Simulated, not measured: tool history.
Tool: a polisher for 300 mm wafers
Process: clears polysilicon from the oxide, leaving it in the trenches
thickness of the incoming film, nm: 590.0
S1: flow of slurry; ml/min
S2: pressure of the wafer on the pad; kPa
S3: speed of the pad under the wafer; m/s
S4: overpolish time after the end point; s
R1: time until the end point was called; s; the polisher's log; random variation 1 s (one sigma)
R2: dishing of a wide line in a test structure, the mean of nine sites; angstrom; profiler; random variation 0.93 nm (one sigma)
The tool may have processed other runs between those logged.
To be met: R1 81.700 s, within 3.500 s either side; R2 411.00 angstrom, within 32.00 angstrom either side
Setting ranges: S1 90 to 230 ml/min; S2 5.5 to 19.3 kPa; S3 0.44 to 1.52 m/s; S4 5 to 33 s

| run | hour | S1 | S2 | S3 | S4 | R1 | R2 |
|---|---|---|---|---|---|---|---|
| 1 | 0.0 | 150 | 12.4 | 0.98 | 17 | 87.072 | 574.66 |
| 2 | 8.2 | 150 | 12.4 | 0.98 | 14 | 86.349 | 515.97 |
| 3 | 16.3 | 150 | 12.4 | 0.98 | 12 | 86.927 | 498.19 |
| 4 | 25.0 | 175 | 12.4 | 0.98 | 12 | 82.044 | 504.54 |
| 5 | 26.6 | 175 | 12.4 | 0.98 | 10 | 83.461 | 455.46 |
| 6 | 28.4 | 175 | 12.4 | 0.98 | 17 | 83.068 | 589.71 |
| 7 | 36.7 | 175 | 12.4 | 0.98 | 14 | 84.092 | 521.25 |
| 8 | 38.7 | 175 | 12.4 | 0.98 | 12 | 84.622 | 514.15 |
| 9 | 40.3 | 165 | 12.4 | 0.98 | 10 | 85.945 | 454.98 |

Of the 4 settings listed for the next run, only one would bring every result within its allowed miss of target. Which one?
| A | 41.9 | 200 | 11.7 | 1.04 | 6 | ? | ? |
| B | 41.9 | 150 | 12.4 | 1.18 | 9 | ? | ? |
| C | 41.9 | 160 | 10.3 | 1.22 | 8 | ? | ? |
| D | 41.9 | 205 | 13.1 | 1.04 | 5 | ? | ? |

| move | R1 | R2 |
|---|---|---|
| A | 81.012 | 342.17 |
| B | 71.018 | 472.41 |
| C | 81.042 | 411.41 |
| D | 72.483 | 325.72 |
A: moves the result that the last run missed by most past its target, out the other side
B: lands further from the targets than the last run did
C: every result lands within tolerance
D: moves the result that the last run missed by most past its target, out the other side
Go with C: it meets all targets.
